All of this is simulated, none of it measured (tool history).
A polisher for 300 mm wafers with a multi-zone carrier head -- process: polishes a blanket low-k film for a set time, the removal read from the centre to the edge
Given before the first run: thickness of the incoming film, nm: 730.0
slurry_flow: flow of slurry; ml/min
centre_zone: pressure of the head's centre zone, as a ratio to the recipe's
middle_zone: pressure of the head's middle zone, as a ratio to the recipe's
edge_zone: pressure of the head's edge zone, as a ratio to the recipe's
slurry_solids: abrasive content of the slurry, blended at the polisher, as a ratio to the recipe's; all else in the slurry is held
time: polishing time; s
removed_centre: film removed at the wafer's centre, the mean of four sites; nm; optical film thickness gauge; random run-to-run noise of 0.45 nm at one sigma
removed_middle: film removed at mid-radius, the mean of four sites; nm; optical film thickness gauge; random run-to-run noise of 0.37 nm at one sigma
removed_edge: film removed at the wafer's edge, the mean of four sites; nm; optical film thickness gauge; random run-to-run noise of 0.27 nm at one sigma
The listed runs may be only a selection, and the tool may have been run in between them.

Run 1, hour 0: slurry_flow 300 ml/min, centre_zone 1, middle_zone 1, edge_zone 1, slurry_solids 1, time 89 s. Result: removed_centre 29.683 nm, removed_middle 30.63 nm, removed_edge 30.03 nm.
Run 2, hour 8: slurry_flow 300 ml/min, centre_zone 1, middle_zone 1, edge_zone 1, slurry_solids 1, time 99 s. Result: removed_centre 33.435 nm, removed_middle 33.88 nm, removed_edge 33.507 nm.
Run 3, hour 12.2: slurry_flow 300 ml/min, centre_zone 1.08, middle_zone 1, edge_zone 1, slurry_solids 1, time 99 s. Result: removed_centre 36.023 nm, removed_middle 34.421 nm, removed_edge 33.098 nm.
Run 4, hour 20.2: slurry_flow 300 ml/min, centre_zone 1.08, middle_zone 1, edge_zone 1, slurry_solids 0.85, time 99 s. Result: removed_centre 34.694 nm, removed_middle 32.104 nm, removed_edge 32.102 nm.
Run 5, hour 22.4: slurry_flow 310 ml/min, centre_zone 1.1, middle_zone 0.95, edge_zone 1.06, slurry_solids 1, time 101 s. Result: removed_centre 37.185 nm, removed_middle 33.154 nm, removed_edge 35.507 nm.
Run 6, hour 30.7: slurry_flow 325 ml/min, centre_zone 1.13, middle_zone 0.94, edge_zone 1.09, slurry_solids 1.1, time 102 s. Result: removed_centre 40.137 nm, removed_middle 34.324 nm, removed_edge 37.461 nm.
Run 7, hour 36.3: slurry_flow 330 ml/min, centre_zone 1.14, middle_zone 0.94, edge_zone 1.12, slurry_solids 1.2, time 102 s. Result: removed_centre 41.263 nm, removed_middle 35.141 nm, removed_edge 38.475 nm.

Expected results for the next run?
Run 8, hour 45.2: slurry_flow 335 ml/min, centre_zone 1.15, middle_zone 0.93, edge_zone 1.14, slurry_solids 1.3, time 102 s. Result: removed_centre ?, removed_middle ?, removed_edge ?.

removed_centre: 42.376 nm
removed_middle: 35.759 nm
removed_edge: 39.819 nm
